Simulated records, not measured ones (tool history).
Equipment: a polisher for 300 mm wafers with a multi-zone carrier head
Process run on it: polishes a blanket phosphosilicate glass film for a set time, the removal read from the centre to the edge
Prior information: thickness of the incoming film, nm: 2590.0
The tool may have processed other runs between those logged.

run	day	flow of slurry (ml/min)	pressure of the head's centre zone	pressure of the head's middle zone	pressure of the head's edge zone	abrasive content of the slurry	polishing time (s)	film removed at the wafer's centre (nm)	film removed at mid-radius (nm)	film removed at the wafer's edge (nm)
1	0.000	270	1.00	1.00	1.00	1.00	53	498.32	494.60	498.90
2	0.121	270	1.00	1.00	0.99	0.95	53	480.94	486.17	475.00
3	0.350	270	1.00	0.99	0.98	0.90	53	483.36	466.63	463.50
4	0.533	270	1.00	0.99	0.98	1.00	53	494.28	497.47	481.54
5	0.762	270	1.00	0.99	0.93	1.00	53	501.65	490.55	478.94
6	1.096	270	0.99	0.99	0.92	0.95	53	481.46	478.77	457.48
7	1.308	270	0.98	0.99	0.91	0.90	53	471.62	467.00	449.01
8	1.354	270	0.97	0.99	0.90	0.85	53	454.77	454.15	447.81

Run 9, settings as shown, results not yet in. Your forecast:
9	1.404	270	0.97	1.00	0.89	0.80	53	?	?	?

{"run 9": {"film removed at the wafer's centre (nm)": 423.39, "film removed at mid-radius (nm)": 448.45, "film removed at the wafer's edge (nm)": 427.97}}
